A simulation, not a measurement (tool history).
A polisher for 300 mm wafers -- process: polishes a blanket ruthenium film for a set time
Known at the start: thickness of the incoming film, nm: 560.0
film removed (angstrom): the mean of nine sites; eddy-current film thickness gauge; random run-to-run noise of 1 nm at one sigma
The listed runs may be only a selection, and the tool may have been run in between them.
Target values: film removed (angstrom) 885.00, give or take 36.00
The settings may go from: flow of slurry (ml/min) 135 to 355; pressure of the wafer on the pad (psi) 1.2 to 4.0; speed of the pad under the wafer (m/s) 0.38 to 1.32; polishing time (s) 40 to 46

run	hour	flow of slurry (ml/min)	pressure of the wafer on the pad (psi)	speed of the pad under the wafer (m/s)	polishing time (s)	film removed (angstrom)
1	0.0	225	2.6	0.84	46	512.62
2	4.8	225	2.9	0.84	46	592.97
3	7.7	225	3.1	0.84	46	609.20
4	15.2	225	2.8	0.84	46	546.85
5	19.6	225	2.5	0.84	46	505.84
6	21.4	225	2.5	0.84	40	437.39
7	24.0	225	2.8	0.86	40	498.67
8	29.4	225	3.0	0.90	40	547.24
9	37.1	225	3.2	0.94	40	618.47
10	39.6	230	3.9	1.00	40	783.12
11	44.2	230	3.9	1.02	40	809.58
12	46.9	230	3.9	1.04	40	822.83

Pick the move, out of 4, that brings all results within their allowed miss; only one does.
A	49.6	220	4.0	0.82	46	?
B	49.6	220	3.9	0.90	46	?
C	49.6	330	3.8	0.98	46	?
D	49.6	215	3.8	0.88	41	?

move	film removed (angstrom)
A	783.35
B	829.54
C	904.93
D	704.90
A: its largest miss is bigger than the last run's
B: nearer than the last run, and not there yet
C: all results in spec
D: its largest miss is bigger than the last run's
Move C is the one to make.
